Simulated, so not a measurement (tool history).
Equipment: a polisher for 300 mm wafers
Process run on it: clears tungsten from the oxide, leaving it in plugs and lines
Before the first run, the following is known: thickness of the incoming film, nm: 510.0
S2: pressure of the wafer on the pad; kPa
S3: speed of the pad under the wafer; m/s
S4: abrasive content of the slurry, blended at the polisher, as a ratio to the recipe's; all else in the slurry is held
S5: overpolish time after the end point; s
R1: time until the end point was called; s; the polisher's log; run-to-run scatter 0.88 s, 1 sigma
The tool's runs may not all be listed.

Run 1, hour 0.0: flow of slurry (ml/min) 125, S2 23.4 kPa, S3 0.96 m/s, S4 1.0, S5 3 s. Result: R1 131.67 s.
Run 2, hour 8.0: flow of slurry (ml/min) 130, S2 24.1 kPa, S3 0.96 m/s, S4 1.0, S5 3 s. Result: R1 129.59 s.
Run 3, hour 11.8: flow of slurry (ml/min) 150, S2 24.1 kPa, S3 0.96 m/s, S4 1.0, S5 3 s. Result: R1 124.54 s.
Run 4, hour 13.5: flow of slurry (ml/min) 155, S2 24.8 kPa, S3 0.96 m/s, S4 1.0, S5 3 s. Result: R1 122.11 s.
Run 5, hour 19.2: flow of slurry (ml/min) 155, S2 25.5 kPa, S3 0.96 m/s, S4 1.0, S5 3 s. Result: R1 119.50 s.
Run 6, hour 22.5: flow of slurry (ml/min) 140, S2 25.5 kPa, S3 0.96 m/s, S4 1.0, S5 3 s. Result: R1 120.14 s.
Run 7, hour 23.2: flow of slurry (ml/min) 140, S2 26.2 kPa, S3 0.96 m/s, S4 1.0, S5 3 s. Result: R1 120.29 s.
Run 8, hour 31.3: flow of slurry (ml/min) 145, S2 26.2 kPa, S3 0.96 m/s, S4 1.0, S5 3 s. Result: R1 119.19 s.
Run 9, hour 35.1: flow of slurry (ml/min) 150, S2 26.9 kPa, S3 0.96 m/s, S4 1.0, S5 3 s. Result: R1 115.30 s.
Run 10, hour 42.4: flow of slurry (ml/min) 150, S2 26.9 kPa, S3 0.96 m/s, S4 1.0, S5 3 s. Result: R1 115.89 s.
Run 11, hour 51.1: flow of slurry (ml/min) 160, S2 27.6 kPa, S3 0.96 m/s, S4 1.0, S5 3 s. Result: R1 111.01 s.
Run 12, hour 52.8: flow of slurry (ml/min) 165, S2 27.6 kPa, S3 0.96 m/s, S4 1.0, S5 3 s. Result: R1 110.94 s.
Run 13, hour 57.7: flow of slurry (ml/min) 165, S2 27.6 kPa, S3 0.96 m/s, S4 1.0, S5 3 s. Result: R1 111.76 s.

What does the tool deliver on the next run?
Run 14, hour 63.0: flow of slurry (ml/min) 165, S2 27.6 kPa, S3 0.96 m/s, S4 1.0, S5 3 s. Result: R1 ?.

{"run 14": {"R1": 111.24}}
